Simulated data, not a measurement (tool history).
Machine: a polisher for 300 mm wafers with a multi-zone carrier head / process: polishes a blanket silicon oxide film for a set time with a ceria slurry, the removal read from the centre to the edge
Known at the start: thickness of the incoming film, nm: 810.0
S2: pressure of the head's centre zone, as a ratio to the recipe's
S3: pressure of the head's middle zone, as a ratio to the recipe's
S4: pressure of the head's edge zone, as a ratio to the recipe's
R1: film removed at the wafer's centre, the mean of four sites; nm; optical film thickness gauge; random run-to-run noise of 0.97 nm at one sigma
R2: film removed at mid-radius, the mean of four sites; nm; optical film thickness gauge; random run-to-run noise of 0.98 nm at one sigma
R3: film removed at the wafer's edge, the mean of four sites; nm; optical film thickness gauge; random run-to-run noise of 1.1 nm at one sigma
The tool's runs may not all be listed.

run 1 hour=0 | flow_of_slurry_(ml/min)=205 S2=1 S3=1 S4=1 polishing_time_(s)=50 | R1=126.46 R2=134.06 R3=132.36
run 2 hour=8.7 | flow_of_slurry_(ml/min)=205 S2=1 S3=1.06 S4=1 polishing_time_(s)=50 | R1=129.82 R2=142 R3=131.81
run 3 hour=9.3 | flow_of_slurry_(ml/min)=180 S2=1 S3=1.06 S4=1 polishing_time_(s)=50 | R1=124.94 R2=139.51 R3=129.9
run 4 hour=16.5 | flow_of_slurry_(ml/min)=180 S2=0.99 S3=1.03 S4=0.99 polishing_time_(s)=49 | R1=121.59 R2=132.99 R3=124.44
run 5 hour=23.8 | flow_of_slurry_(ml/min)=180 S2=0.99 S3=1.03 S4=0.99 polishing_time_(s)=59 | R1=148.94 R2=160.27 R3=151.35
run 6 hour=26.1 | flow_of_slurry_(ml/min)=180 S2=0.99 S3=1.03 S4=0.99 polishing_time_(s)=52 | R1=130.56 R2=140.48 R3=132.92
run 7 hour=28.3 | flow_of_slurry_(ml/min)=175 S2=0.98 S3=1.01 S4=0.99 polishing_time_(s)=51 | R1=126.25 R2=136.16 R3=130.86
run 8 hour=34 | flow_of_slurry_(ml/min)=175 S2=0.97 S3=0.99 S4=0.99 polishing_time_(s)=49 | R1=121.48 R2=125.62 R3=126.76
run 9 hour=35.9 | flow_of_slurry_(ml/min)=150 S2=0.87 S3=0.91 S4=0.89 polishing_time_(s)=38 | R1=80.92 R2=90.732 R3=92.343

For run 10, what comes out?
run 10 hour=44.1 | flow_of_slurry_(ml/min)=155 S2=0.88 S3=0.91 S4=0.9 polishing_time_(s)=38 | R1=? R2=? R3=?

R1: 80.649 nm
R2: 90.036 nm
R3: 92.267 nm
